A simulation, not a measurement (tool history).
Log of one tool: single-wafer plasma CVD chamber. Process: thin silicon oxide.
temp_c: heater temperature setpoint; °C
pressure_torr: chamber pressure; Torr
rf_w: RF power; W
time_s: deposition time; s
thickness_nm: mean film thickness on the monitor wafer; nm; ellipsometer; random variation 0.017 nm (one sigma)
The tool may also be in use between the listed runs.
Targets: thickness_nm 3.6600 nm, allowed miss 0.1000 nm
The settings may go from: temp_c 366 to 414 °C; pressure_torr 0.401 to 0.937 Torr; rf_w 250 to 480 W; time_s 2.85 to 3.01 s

run 1 hour=0.0 | temp_c=390 pressure_torr=0.669 rf_w=365 time_s=3.01 | thickness_nm=4.7701
run 2 hour=0.8 | temp_c=390 pressure_torr=0.669 rf_w=365 time_s=2.85 | thickness_nm=4.5056
run 3 hour=4.8 | temp_c=390 pressure_torr=0.643 rf_w=365 time_s=2.85 | thickness_nm=4.3971
run 4 hour=11.1 | temp_c=390 pressure_torr=0.643 rf_w=365 time_s=2.85 | thickness_nm=4.3597
run 5 hour=18.7 | temp_c=390 pressure_torr=0.620 rf_w=365 time_s=2.85 | thickness_nm=4.2299
run 6 hour=25.6 | temp_c=390 pressure_torr=0.620 rf_w=365 time_s=2.85 | thickness_nm=4.2097
run 7 hour=26.7 | temp_c=390 pressure_torr=0.602 rf_w=365 time_s=2.85 | thickness_nm=4.0783
run 8 hour=32.0 | temp_c=390 pressure_torr=0.589 rf_w=365 time_s=2.85 | thickness_nm=4.0224
run 9 hour=38.3 | temp_c=390 pressure_torr=0.576 rf_w=365 time_s=2.85 | thickness_nm=3.9126
run 10 hour=39.2 | temp_c=390 pressure_torr=0.568 rf_w=365 time_s=2.85 | thickness_nm=3.8920
run 11 hour=44.0 | temp_c=390 pressure_torr=0.522 rf_w=360 time_s=2.85 | thickness_nm=3.5466

4 next moves are on the table. One of them brings every result within its allowed miss. Which?
run A hour=48.8 | temp_c=392 pressure_torr=0.609 rf_w=295 time_s=2.85 | thickness_nm=?
run B hour=48.8 | temp_c=388 pressure_torr=0.494 rf_w=355 time_s=2.85 | thickness_nm=?
run C hour=48.8 | temp_c=392 pressure_torr=0.494 rf_w=350 time_s=3.01 | thickness_nm=?
run D hour=48.8 | temp_c=390 pressure_torr=0.511 rf_w=335 time_s=2.97 | thickness_nm=?

move=A thickness_nm=3.6642
move=B thickness_nm=3.3273
move=C thickness_nm=3.4786
move=D thickness_nm=3.4691
A: meets every target
B: further off than the last run
C: further off than the last run
D: further off than the last run
Move A is the one to make.

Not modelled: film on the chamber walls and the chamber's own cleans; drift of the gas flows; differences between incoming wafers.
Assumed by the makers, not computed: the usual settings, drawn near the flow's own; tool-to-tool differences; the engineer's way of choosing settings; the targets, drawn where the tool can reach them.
